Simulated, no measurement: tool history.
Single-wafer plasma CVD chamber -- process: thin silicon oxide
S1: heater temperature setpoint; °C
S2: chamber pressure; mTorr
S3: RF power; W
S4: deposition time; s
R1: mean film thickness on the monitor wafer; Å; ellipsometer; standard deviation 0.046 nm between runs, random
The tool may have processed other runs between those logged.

run	hour	S1	S2	S3	S4	R1
1	0.0	410	727	245	7.64	102.370
2	4.3	410	702	245	7.64	99.493
3	11.7	410	682	245	7.64	96.847
4	19.1	404	682	245	7.64	97.123
5	20.6	404	682	280	7.64	104.890
6	23.7	404	749	280	7.64	113.120
7	26.8	404	698	280	7.64	106.570
8	33.1	404	661	280	7.64	101.960

Run 9 is up next; what results do you expect?
9	34.4	404	634	280	7.64	?

R1: 98.650 Å
